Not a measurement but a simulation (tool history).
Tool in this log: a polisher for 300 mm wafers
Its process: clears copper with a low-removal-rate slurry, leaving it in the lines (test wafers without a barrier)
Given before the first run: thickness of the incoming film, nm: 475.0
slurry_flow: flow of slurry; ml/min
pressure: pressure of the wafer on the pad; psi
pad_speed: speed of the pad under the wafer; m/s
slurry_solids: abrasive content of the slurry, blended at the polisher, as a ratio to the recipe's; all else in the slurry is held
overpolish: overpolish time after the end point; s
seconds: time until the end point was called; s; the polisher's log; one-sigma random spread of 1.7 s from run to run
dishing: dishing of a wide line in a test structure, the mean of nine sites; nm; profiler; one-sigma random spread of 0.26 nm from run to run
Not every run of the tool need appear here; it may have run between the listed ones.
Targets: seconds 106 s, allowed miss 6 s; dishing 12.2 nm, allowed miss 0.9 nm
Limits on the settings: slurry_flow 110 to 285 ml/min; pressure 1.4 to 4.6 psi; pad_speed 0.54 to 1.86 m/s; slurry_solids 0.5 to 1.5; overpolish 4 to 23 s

{"run": 1, "hour": 0.0, "slurry_flow": 180, "pressure": 3, "pad_speed": 1.18, "slurry_solids": 1, "overpolish": 12, "seconds": 107.15, "dishing": 33.847}
{"run": 2, "hour": 2.2, "slurry_flow": 180, "pressure": 2.8, "pad_speed": 1.22, "slurry_solids": 1, "overpolish": 10, "seconds": 109.3, "dishing": 28.109}
{"run": 3, "hour": 5.2, "slurry_flow": 175, "pressure": 2.5, "pad_speed": 1.3, "slurry_solids": 1, "overpolish": 9, "seconds": 110.13, "dishing": 25.808}
{"run": 4, "hour": 6.4, "slurry_flow": 215, "pressure": 2.5, "pad_speed": 1.3, "slurry_solids": 1, "overpolish": 9, "seconds": 106.46, "dishing": 25.935}
{"run": 5, "hour": 10.1, "slurry_flow": 180, "pressure": 2.5, "pad_speed": 1.3, "slurry_solids": 1, "overpolish": 9, "seconds": 111.31, "dishing": 25.21}
{"run": 6, "hour": 14.3, "slurry_flow": 155, "pressure": 2.5, "pad_speed": 1.3, "slurry_solids": 1, "overpolish": 9, "seconds": 110.45, "dishing": 25.287}
{"run": 7, "hour": 23.0, "slurry_flow": 145, "pressure": 2.3, "pad_speed": 1.36, "slurry_solids": 0.95, "overpolish": 8, "seconds": 111.26, "dishing": 21.885}
{"run": 8, "hour": 23.9, "slurry_flow": 140, "pressure": 2.1, "pad_speed": 1.44, "slurry_solids": 0.85, "overpolish": 7, "seconds": 114.62, "dishing": 19.322}
{"run": 9, "hour": 28.0, "slurry_flow": 135, "pressure": 2, "pad_speed": 1.52, "slurry_solids": 0.8, "overpolish": 6, "seconds": 117.1, "dishing": 17.484}
{"run": 10, "hour": 29.0, "slurry_flow": 110, "pressure": 1.7, "pad_speed": 1.86, "slurry_solids": 0.55, "overpolish": 4, "seconds": 113.56, "dishing": 12.025}
{"run": 11, "hour": 34.2, "slurry_flow": 110, "pressure": 1.8, "pad_speed": 1.86, "slurry_solids": 0.5, "overpolish": 4, "seconds": 114.3, "dishing": 11.638}

Exactly one of the 5 candidate moves below puts every result within its allowed miss. Which one?
{"run": "A", "hour": 39.4, "slurry_flow": 150, "pressure": 1.8, "pad_speed": 1.66, "slurry_solids": 0.6, "overpolish": 4, "seconds": "?", "dishing": "?"}
{"run": "B", "hour": 39.4, "slurry_flow": 115, "pressure": 1.6, "pad_speed": 1.78, "slurry_solids": 0.5, "overpolish": 5, "seconds": "?", "dishing": "?"}
{"run": "C", "hour": 39.4, "slurry_flow": 110, "pressure": 1.9, "pad_speed": 1.86, "slurry_solids": 0.55, "overpolish": 4, "seconds": "?", "dishing": "?"}
{"run": "D", "hour": 39.4, "slurry_flow": 110, "pressure": 1.5, "pad_speed": 1.78, "slurry_solids": 0.5, "overpolish": 5, "seconds": "?", "dishing": "?"}
{"run": "E", "hour": 39.4, "slurry_flow": 110, "pressure": 1.7, "pad_speed": 1.76, "slurry_solids": 0.5, "overpolish": 4, "seconds": "?", "dishing": "?"}

move=A seconds=115.92 dishing=10.91
move=B seconds=123.6 dishing=12.678
move=C seconds=107.27 dishing=11.755
move=D seconds=128.03 dishing=12.253
move=E seconds=122.23 dishing=10.366
A: lands further from the targets than the last run did
B: lands further from the targets than the last run did
C: every result lands within tolerance
D: lands further from the targets than the last run did
E: lands further from the targets than the last run did
Correct choice: C, which meets every target
